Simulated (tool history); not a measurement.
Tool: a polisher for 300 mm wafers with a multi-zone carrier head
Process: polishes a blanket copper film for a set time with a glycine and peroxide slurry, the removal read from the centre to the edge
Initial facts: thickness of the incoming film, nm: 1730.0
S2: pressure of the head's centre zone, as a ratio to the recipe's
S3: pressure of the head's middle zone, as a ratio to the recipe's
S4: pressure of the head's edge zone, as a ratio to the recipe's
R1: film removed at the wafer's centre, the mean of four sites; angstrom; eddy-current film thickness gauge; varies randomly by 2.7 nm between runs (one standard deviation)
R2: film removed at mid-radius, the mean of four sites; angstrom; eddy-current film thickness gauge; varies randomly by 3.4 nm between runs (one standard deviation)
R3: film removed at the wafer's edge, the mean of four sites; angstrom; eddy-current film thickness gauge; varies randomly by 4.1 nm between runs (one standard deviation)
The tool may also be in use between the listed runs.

{"run": 1, "hour": 0.0, "flow of slurry (ml/min)": 230, "S2": 1.0, "S3": 1.0, "S4": 1.0, "polishing time (s)": 68, "R1": 5351.1, "R2": 5369.1, "R3": 5297.3}
{"run": 2, "hour": 8.8, "flow of slurry (ml/min)": 220, "S2": 1.0, "S3": 0.96, "S4": 1.01, "polishing time (s)": 63, "R1": 4923.3, "R2": 4765.4, "R3": 4869.1}
{"run": 3, "hour": 11.5, "flow of slurry (ml/min)": 220, "S2": 0.97, "S3": 0.96, "S4": 1.01, "polishing time (s)": 63, "R1": 4800.6, "R2": 4712.1, "R3": 4905.6}
{"run": 4, "hour": 19.6, "flow of slurry (ml/min)": 220, "S2": 0.97, "S3": 1.01, "S4": 1.01, "polishing time (s)": 63, "R1": 4789.1, "R2": 4905.0, "R3": 4958.7}
{"run": 5, "hour": 25.3, "flow of slurry (ml/min)": 205, "S2": 0.98, "S3": 0.97, "S4": 1.02, "polishing time (s)": 60, "R1": 4504.2, "R2": 4457.6, "R3": 4606.8}
{"run": 6, "hour": 28.0, "flow of slurry (ml/min)": 195, "S2": 0.99, "S3": 0.94, "S4": 1.04, "polishing time (s)": 58, "R1": 4459.7, "R2": 4272.4, "R3": 4547.8}
{"run": 7, "hour": 36.5, "flow of slurry (ml/min)": 190, "S2": 1.02, "S3": 0.84, "S4": 1.09, "polishing time (s)": 39, "R1": 3017.5, "R2": 2590.0, "R3": 3145.6}
{"run": 8, "hour": 44.5, "flow of slurry (ml/min)": 190, "S2": 1.02, "S3": 0.84, "S4": 1.09, "polishing time (s)": 39, "R1": 3024.3, "R2": 2588.3, "R3": 3114.5}
{"run": 9, "hour": 52.3, "flow of slurry (ml/min)": 195, "S2": 1.03, "S3": 0.85, "S4": 1.11, "polishing time (s)": 41, "R1": 3260.6, "R2": 2788.1, "R3": 3320.5}
{"run": 10, "hour": 56.2, "flow of slurry (ml/min)": 210, "S2": 1.03, "S3": 0.85, "S4": 1.13, "polishing time (s)": 42, "R1": 3370.1, "R2": 2849.7, "R3": 3446.5}
{"run": 11, "hour": 57.1, "flow of slurry (ml/min)": 225, "S2": 1.03, "S3": 0.86, "S4": 1.14, "polishing time (s)": 42, "R1": 3407.7, "R2": 2865.3, "R3": 3447.5}
{"run": 12, "hour": 63.0, "flow of slurry (ml/min)": 235, "S2": 1.03, "S3": 0.86, "S4": 1.15, "polishing time (s)": 43, "R1": 3528.0, "R2": 2936.1, "R3": 3541.8}
{"run": 13, "hour": 71.5, "flow of slurry (ml/min)": 240, "S2": 1.03, "S3": 0.86, "S4": 1.16, "polishing time (s)": 43, "R1": 3472.7, "R2": 2925.6, "R3": 3613.6}
{"run": 14, "hour": 80.3, "flow of slurry (ml/min)": 250, "S2": 1.03, "S3": 0.87, "S4": 1.16, "polishing time (s)": 43, "R1": 3461.1, "R2": 3043.9, "R3": 3671.0}
{"run": 15, "hour": 86.9, "flow of slurry (ml/min)": 255, "S2": 1.04, "S3": 0.87, "S4": 1.17, "polishing time (s)": 43, "R1": 3568.5, "R2": 2960.4, "R3": 3632.6}

Forecast run 16:
{"run": 16, "hour": 88.6, "flow of slurry (ml/min)": 260, "S2": 1.04, "S3": 0.88, "S4": 1.17, "polishing time (s)": 43, "R1": "?", "R2": "?", "R3": "?"}

Run 16 measured R1 3529.5 angstrom, R2 3038.7 angstrom, R3 3712.9 angstrom.
